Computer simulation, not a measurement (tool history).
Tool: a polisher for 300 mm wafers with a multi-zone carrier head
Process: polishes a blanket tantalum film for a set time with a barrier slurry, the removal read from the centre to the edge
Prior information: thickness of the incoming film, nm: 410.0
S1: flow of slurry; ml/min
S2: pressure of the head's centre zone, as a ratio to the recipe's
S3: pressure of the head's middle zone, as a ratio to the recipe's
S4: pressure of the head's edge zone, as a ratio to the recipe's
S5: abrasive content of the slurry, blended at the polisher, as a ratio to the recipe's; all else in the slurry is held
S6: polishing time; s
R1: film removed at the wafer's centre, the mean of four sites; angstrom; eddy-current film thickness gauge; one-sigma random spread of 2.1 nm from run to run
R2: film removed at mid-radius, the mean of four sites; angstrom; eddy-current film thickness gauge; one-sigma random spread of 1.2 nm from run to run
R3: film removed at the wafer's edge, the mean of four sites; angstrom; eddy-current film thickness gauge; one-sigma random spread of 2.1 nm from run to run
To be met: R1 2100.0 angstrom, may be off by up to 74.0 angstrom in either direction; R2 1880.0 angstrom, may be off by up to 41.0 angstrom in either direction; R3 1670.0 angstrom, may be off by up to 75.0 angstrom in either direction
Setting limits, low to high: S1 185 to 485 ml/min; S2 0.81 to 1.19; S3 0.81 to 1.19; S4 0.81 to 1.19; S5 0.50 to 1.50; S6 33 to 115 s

Run 1, hour 0.0: S1 310 ml/min, S2 1.00, S3 1.00, S4 1.00, S5 1.00, S6 73 s. Result: R1 1501.0 angstrom, R2 1494.3 angstrom, R3 1463.3 angstrom.
Run 2, hour 2.2: S1 325 ml/min, S2 1.05, S3 1.03, S4 1.01, S5 1.10, S6 73 s. Result: R1 1612.7 angstrom, R2 1574.1 angstrom, R3 1528.2 angstrom.
Run 3, hour 7.0: S1 340 ml/min, S2 1.09, S3 1.04, S4 0.98, S5 1.20, S6 74 s. Result: R1 1716.5 angstrom, R2 1656.0 angstrom, R3 1526.5 angstrom.
Run 4, hour 7.6: S1 340 ml/min, S2 1.09, S3 1.04, S4 0.98, S5 1.00, S6 74 s. Result: R1 1639.5 angstrom, R2 1572.9 angstrom, R3 1463.8 angstrom.
Run 5, hour 15.4: S1 340 ml/min, S2 1.09, S3 1.04, S4 0.98, S5 1.15, S6 74 s. Result: R1 1723.5 angstrom, R2 1605.8 angstrom, R3 1531.6 angstrom.
Run 6, hour 22.9: S1 350 ml/min, S2 1.12, S3 1.07, S4 0.97, S5 1.25, S6 74 s. Result: R1 1785.1 angstrom, R2 1701.2 angstrom, R3 1547.8 angstrom.
Run 7, hour 27.4: S1 360 ml/min, S2 1.14, S3 1.07, S4 0.96, S5 1.30, S6 75 s. Result: R1 1867.5 angstrom, R2 1738.3 angstrom, R3 1581.8 angstrom.
Run 8, hour 29.1: S1 365 ml/min, S2 1.15, S3 1.07, S4 0.95, S5 1.35, S6 75 s. Result: R1 1947.5 angstrom, R2 1743.1 angstrom, R3 1601.5 angstrom.
Run 9, hour 35.5: S1 405 ml/min, S2 1.19, S3 1.14, S4 0.99, S5 1.40, S6 75 s. Result: R1 2006.6 angstrom, R2 1910.8 angstrom, R3 1629.5 angstrom.
Run 10, hour 39.7: S1 405 ml/min, S2 1.19, S3 1.13, S4 0.98, S5 1.40, S6 75 s. Result: R1 2010.3 angstrom, R2 1876.1 angstrom, R3 1681.0 angstrom.

Which single option among these 5 for the next run brings every result within its allowed miss of target? Just one does.
Run A, hour 43.9: S1 445 ml/min, S2 1.14, S3 1.16, S4 0.99, S5 1.35, S6 75 s. Result: R1 ?, R2 ?, R3 ?.
Run B, hour 43.9: S1 380 ml/min, S2 1.18, S3 1.14, S4 1.00, S5 1.25, S6 75 s. Result: R1 ?, R2 ?, R3 ?.
Run C, hour 43.9: S1 420 ml/min, S2 1.18, S3 1.08, S4 0.92, S5 1.35, S6 79 s. Result: R1 ?, R2 ?, R3 ?.
Run D, hour 43.9: S1 270 ml/min, S2 1.16, S3 1.17, S4 0.94, S5 1.20, S6 80 s. Result: R1 ?, R2 ?, R3 ?.
Run E, hour 43.9: S1 485 ml/min, S2 1.15, S3 1.08, S4 1.02, S5 1.50, S6 74 s. Result: R1 ?, R2 ?, R3 ?.

move      R1      R2      R3
   A  1950.5  1903.6  1631.7
   B  1962.4  1824.0  1599.2
   C  2117.7  1879.0  1657.5
   D  1982.7  1922.1  1608.5
   E  1995.5  1815.6  1678.9
A: lands further from the targets than the last run did
B: lands further from the targets than the last run did
C: every result lands within tolerance
D: lands further from the targets than the last run did
E: lands further from the targets than the last run did
The move that meets every target is C.
